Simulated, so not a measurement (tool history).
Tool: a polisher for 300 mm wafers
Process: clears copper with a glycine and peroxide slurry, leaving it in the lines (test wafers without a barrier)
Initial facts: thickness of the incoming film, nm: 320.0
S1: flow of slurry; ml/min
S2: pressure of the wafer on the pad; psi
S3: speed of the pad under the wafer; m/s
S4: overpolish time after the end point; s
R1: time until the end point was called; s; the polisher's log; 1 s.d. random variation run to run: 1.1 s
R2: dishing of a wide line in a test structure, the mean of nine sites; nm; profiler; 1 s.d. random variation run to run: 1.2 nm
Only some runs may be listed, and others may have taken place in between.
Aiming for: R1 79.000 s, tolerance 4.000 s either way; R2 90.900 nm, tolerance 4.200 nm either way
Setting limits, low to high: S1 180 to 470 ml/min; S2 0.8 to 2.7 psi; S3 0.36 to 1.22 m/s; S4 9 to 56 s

run 1 day=0.000 | S1=300 S2=1.7 S3=0.78 S4=29 | R1=129.240 R2=46.498
run 2 day=0.246 | S1=300 S2=1.9 S3=0.82 S4=31 | R1=115.970 R2=55.035
run 3 day=0.354 | S1=370 S2=1.9 S3=0.82 S4=31 | R1=114.400 R2=55.192
run 4 day=0.671 | S1=370 S2=2.0 S3=0.86 S4=32 | R1=106.130 R2=61.661
run 5 day=0.775 | S1=370 S2=2.1 S3=0.88 S4=33 | R1=100.470 R2=62.106
-- day=1.050 slurry nozzle cleaned
run 6 day=1.050 | S1=370 S2=2.2 S3=0.90 S4=35 | R1=90.990 R2=72.840
run 7 day=1.092 | S1=370 S2=2.5 S3=0.90 S4=38 | R1=83.409 R2=80.710
run 8 day=1.325 | S1=370 S2=2.5 S3=0.90 S4=39 | R1=82.067 R2=82.520
run 9 day=1.688 | S1=370 S2=2.5 S3=0.90 S4=40 | R1=83.450 R2=83.290
run 10 day=2.046 | S1=370 S2=2.5 S3=0.90 S4=41 | R1=81.982 R2=82.130
run 11 day=2.071 | S1=370 S2=2.5 S3=0.90 S4=42 | R1=80.709 R2=85.172

Exactly one of the 4 candidate moves below puts every result within its allowed miss. Which one?
run A day=2.096 | S1=310 S2=2.6 S3=0.94 S4=38 | R1=? R2=?
run B day=2.096 | S1=370 S2=2.7 S3=0.84 S4=36 | R1=? R2=?
run C day=2.096 | S1=350 S2=2.4 S3=1.02 S4=40 | R1=? R2=?
run D day=2.096 | S1=315 S2=2.2 S3=1.14 S4=46 | R1=? R2=?

move=A R1=77.117 R2=84.051
move=B R1=79.674 R2=80.538
move=C R1=76.797 R2=85.569
move=D R1=76.772 R2=90.363
A: misses by more than the last run did
B: misses by more than the last run did
C: closer than the last run, but not yet in spec
D: hits every target within its allowed miss
The move that meets every target is D.
